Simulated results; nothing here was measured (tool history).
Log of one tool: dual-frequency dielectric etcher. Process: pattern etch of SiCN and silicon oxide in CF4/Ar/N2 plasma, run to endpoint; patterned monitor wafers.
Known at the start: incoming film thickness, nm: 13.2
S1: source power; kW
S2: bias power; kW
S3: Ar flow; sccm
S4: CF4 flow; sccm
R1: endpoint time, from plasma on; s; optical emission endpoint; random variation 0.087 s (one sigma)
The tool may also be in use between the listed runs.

run,day,S1,S2,S3,S4,R1
1,0.000,0.420,0.062,81,69,16.556
2,0.229,0.420,0.062,71,69,16.167
3,0.383,0.430,0.062,71,69,15.949
4,0.688,0.430,0.056,71,69,16.502
5,0.738,0.390,0.056,71,69,17.817
6,0.862,0.420,0.056,71,69,16.947
7,1.229,0.440,0.056,71,69,16.283

The next listed run, before its measurement:
8,1.458,0.450,0.056,71,69,?

R1: 15.895 s
